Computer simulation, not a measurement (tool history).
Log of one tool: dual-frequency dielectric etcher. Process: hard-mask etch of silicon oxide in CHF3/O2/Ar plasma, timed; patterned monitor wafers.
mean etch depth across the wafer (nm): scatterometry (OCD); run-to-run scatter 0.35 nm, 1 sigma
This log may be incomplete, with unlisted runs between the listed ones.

run  hour  source power (kW)  bias power (kW)  etch time (s)  mean etch depth across the wafer (nm)
  1   0.0              0.490            0.226           28.0                                 51.453
  2   1.2              0.550            0.226           28.0                                 53.449
  3   7.5              0.560            0.228           28.0                                 53.147
  4   9.7              0.500            0.228           28.0                                 52.051
  5  16.4              0.520            0.232           28.0                                 52.341
  6  21.9              0.540            0.236           28.0                                 54.118

Run 7 has not been measured yet. What should we expect?
  7  29.5              0.550            0.237           28.0                                      ?

Logged for run 7: mean etch depth across the wafer (nm) 54.020.
